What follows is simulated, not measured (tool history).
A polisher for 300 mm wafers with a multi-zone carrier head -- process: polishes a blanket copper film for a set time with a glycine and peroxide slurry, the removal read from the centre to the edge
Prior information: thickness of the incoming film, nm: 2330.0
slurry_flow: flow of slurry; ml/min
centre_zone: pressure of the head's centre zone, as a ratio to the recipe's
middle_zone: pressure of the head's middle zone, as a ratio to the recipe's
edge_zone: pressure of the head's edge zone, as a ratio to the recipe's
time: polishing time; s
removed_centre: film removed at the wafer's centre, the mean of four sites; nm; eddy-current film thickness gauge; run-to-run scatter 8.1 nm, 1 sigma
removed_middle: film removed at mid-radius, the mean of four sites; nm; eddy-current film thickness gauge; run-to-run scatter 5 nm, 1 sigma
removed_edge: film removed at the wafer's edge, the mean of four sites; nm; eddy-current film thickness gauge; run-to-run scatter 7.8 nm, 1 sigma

Run 1, hour 0: slurry_flow 275 ml/min, centre_zone 1, middle_zone 1, edge_zone 1, time 82 s. Result: removed_centre 447.49 nm, removed_middle 441.44 nm, removed_edge 430.22 nm.
Run 2, hour 2.4: slurry_flow 275 ml/min, centre_zone 1, middle_zone 0.93, edge_zone 1, time 82 s. Result: removed_centre 432 nm, removed_middle 408.19 nm, removed_edge 428.89 nm.
Run 3, hour 7.2: slurry_flow 275 ml/min, centre_zone 1.08, middle_zone 0.93, edge_zone 1, time 82 s. Result: removed_centre 485.53 nm, removed_middle 411.02 nm, removed_edge 423.76 nm.
Run 4, hour 14.7: slurry_flow 275 ml/min, centre_zone 1.08, middle_zone 0.93, edge_zone 0.92, time 82 s. Result: removed_centre 470.9 nm, removed_middle 408.12 nm, removed_edge 424.53 nm.
Run 5, hour 23.7: slurry_flow 275 ml/min, centre_zone 1.06, middle_zone 0.93, edge_zone 0.92, time 91 s. Result: removed_centre 510.34 nm, removed_middle 455.38 nm, removed_edge 476.3 nm.
Run 6, hour 24.4: slurry_flow 275 ml/min, centre_zone 1.06, middle_zone 0.93, edge_zone 0.92, time 101 s. Result: removed_centre 583.01 nm, removed_middle 500.62 nm, removed_edge 515.06 nm.
Run 7, hour 32.7: slurry_flow 280 ml/min, centre_zone 1.03, middle_zone 0.92, edge_zone 0.92, time 106 s. Result: removed_centre 596.71 nm, removed_middle 519.79 nm, removed_edge 560.57 nm.

Run 8 is up next; what results do you expect?
Run 8, hour 39.3: slurry_flow 290 ml/min, centre_zone 1.01, middle_zone 0.93, edge_zone 0.92, time 108 s. Result: removed_centre ?, removed_middle ?, removed_edge ?.

{"run 8": {"removed_centre": 588.95, "removed_middle": 541.18, "removed_edge": 552.26}}
